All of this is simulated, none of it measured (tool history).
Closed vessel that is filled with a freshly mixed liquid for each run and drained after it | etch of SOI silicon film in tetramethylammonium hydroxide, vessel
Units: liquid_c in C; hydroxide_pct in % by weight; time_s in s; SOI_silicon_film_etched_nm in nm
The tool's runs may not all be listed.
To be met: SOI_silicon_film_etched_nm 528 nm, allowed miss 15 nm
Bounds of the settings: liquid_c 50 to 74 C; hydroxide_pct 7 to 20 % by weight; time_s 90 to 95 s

Run 1, hour 0: liquid_c 61 C, hydroxide_pct 13.5 % by weight, time_s 90 s. Result: SOI_silicon_film_etched_nm 347.42 nm.
Run 2, hour 8.5: liquid_c 63 C, hydroxide_pct 13.5 % by weight, time_s 90 s. Result: SOI_silicon_film_etched_nm 393.09 nm.
Run 3, hour 13.5: liquid_c 63 C, hydroxide_pct 13.5 % by weight, time_s 95 s. Result: SOI_silicon_film_etched_nm 418.43 nm.
Run 4, hour 20.3: liquid_c 63 C, hydroxide_pct 16 % by weight, time_s 95 s. Result: SOI_silicon_film_etched_nm 382.65 nm.
Run 5, hour 23.7: liquid_c 66.5 C, hydroxide_pct 16 % by weight, time_s 95 s. Result: SOI_silicon_film_etched_nm 474.58 nm.
Run 6, hour 30.6: liquid_c 66.5 C, hydroxide_pct 16 % by weight, time_s 90 s. Result: SOI_silicon_film_etched_nm 451.06 nm.
Run 7, hour 36.6: liquid_c 67 C, hydroxide_pct 16 % by weight, time_s 90 s. Result: SOI_silicon_film_etched_nm 462.45 nm.
Run 8, hour 45: liquid_c 67.5 C, hydroxide_pct 16 % by weight, time_s 90 s. Result: SOI_silicon_film_etched_nm 481.09 nm.
Run 9, hour 52.2: liquid_c 68 C, hydroxide_pct 16 % by weight, time_s 90 s. Result: SOI_silicon_film_etched_nm 496.52 nm.

Which of these 5 next moves meets every target?
Run A, hour 59.4: liquid_c 66 C, hydroxide_pct 14 % by weight, time_s 90 s. Result: SOI_silicon_film_etched_nm ?.
Run B, hour 59.4: liquid_c 65 C, hydroxide_pct 14.5 % by weight, time_s 95 s. Result: SOI_silicon_film_etched_nm ?.
Run C, hour 59.4: liquid_c 68 C, hydroxide_pct 15.5 % by weight, time_s 95 s. Result: SOI_silicon_film_etched_nm ?.
Run D, hour 59.4: liquid_c 66 C, hydroxide_pct 16.5 % by weight, time_s 95 s. Result: SOI_silicon_film_etched_nm ?.
Run E, hour 59.4: liquid_c 66.5 C, hydroxide_pct 17.5 % by weight, time_s 95 s. Result: SOI_silicon_film_etched_nm ?.

move  SOI_silicon_film_etched_nm
   A                       461.3
   B                      450.13
   C                      523.25
   D                      454.43
   E                      458.09
A: further off than the last run
B: further off than the last run
C: meets every target
D: further off than the last run
E: further off than the last run
Move C is the one to make.
